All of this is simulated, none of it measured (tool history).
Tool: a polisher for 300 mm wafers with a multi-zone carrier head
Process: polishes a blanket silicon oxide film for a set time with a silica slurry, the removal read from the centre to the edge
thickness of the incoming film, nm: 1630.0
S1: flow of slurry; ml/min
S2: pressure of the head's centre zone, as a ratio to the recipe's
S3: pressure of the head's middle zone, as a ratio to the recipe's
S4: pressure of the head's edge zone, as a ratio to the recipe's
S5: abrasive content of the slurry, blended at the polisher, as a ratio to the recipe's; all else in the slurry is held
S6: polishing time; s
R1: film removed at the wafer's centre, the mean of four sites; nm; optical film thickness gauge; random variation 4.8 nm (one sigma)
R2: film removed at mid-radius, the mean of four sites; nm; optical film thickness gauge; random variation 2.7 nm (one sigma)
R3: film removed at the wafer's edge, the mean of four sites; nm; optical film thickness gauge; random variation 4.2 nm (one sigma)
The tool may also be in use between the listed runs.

| run | hour | S1 | S2 | S3 | S4 | S5 | S6 | R1 | R2 | R3 |
|---|---|---|---|---|---|---|---|---|---|---|
| 1 | 0.0 | 270 | 1.00 | 1.00 | 1.00 | 1.0 | 90 | 255.75 | 257.56 | 260.99 |
| 2 | 4.3 | 270 | 1.00 | 1.04 | 1.00 | 1.0 | 90 | 252.37 | 264.36 | 261.68 |
| 3 | 11.3 | 270 | 1.00 | 1.04 | 1.04 | 1.0 | 90 | 254.71 | 265.85 | 260.27 |
| 4 | 15.5 | 300 | 1.00 | 1.04 | 1.04 | 1.0 | 90 | 255.74 | 266.73 | 273.85 |
| 5 | 19.0 | 300 | 1.08 | 1.04 | 1.04 | 1.0 | 90 | 282.67 | 270.41 | 262.81 |
| 6 | 24.3 | 300 | 1.08 | 1.04 | 0.97 | 1.0 | 90 | 283.32 | 266.02 | 256.96 |
| 7 | 31.0 | 310 | 1.10 | 1.07 | 0.99 | 1.1 | 90 | 297.16 | 281.92 | 266.29 |

Forecast run 8:
| 8 | 34.5 | 315 | 1.12 | 1.09 | 1.00 | 1.2 | 90 | ? | ? | ? |

{"run 8": {"R1": 314.76, "R2": 300.95, "R3": 268.41}}
